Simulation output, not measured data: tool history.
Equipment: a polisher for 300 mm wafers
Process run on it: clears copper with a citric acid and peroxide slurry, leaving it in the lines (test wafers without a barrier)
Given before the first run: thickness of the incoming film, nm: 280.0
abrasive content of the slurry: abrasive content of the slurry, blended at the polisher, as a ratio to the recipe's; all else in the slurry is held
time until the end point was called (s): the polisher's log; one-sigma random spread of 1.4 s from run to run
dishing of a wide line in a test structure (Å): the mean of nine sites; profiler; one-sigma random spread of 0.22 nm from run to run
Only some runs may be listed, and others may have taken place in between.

run	day	flow of slurry (ml/min)	pressure of the wafer on the pad (psi)	speed of the pad under the wafer (cm/s)	abrasive content of the slurry	overpolish time after the end point (s)	time until the end point was called (s)	dishing of a wide line in a test structure (Å)
1	0	200	2	140	1	15	156.17	141.88
2	0.075	165	2	140	1	15	162.98	146.29
3	0.362	175	2.1	140	1	14	157.53	143.91
4	0.583	175	1.9	140	1	14	166.37	132.64
5	0.671	175	1.9	140	1.2	14	158.75	141.45
6	0.733	175	2.2	140	1.2	14	146.24	154.04
7	1.079	180	2.3	142	1.2	13	140.48	146.2

Run 8, settings as shown, results not yet in. Your forecast:
8	1.308	185	2.4	144	1.2	12	?	?

{"run 8": {"time until the end point was called (s)": 131.66, "dishing of a wide line in a test structure (Å)": 142.29}}
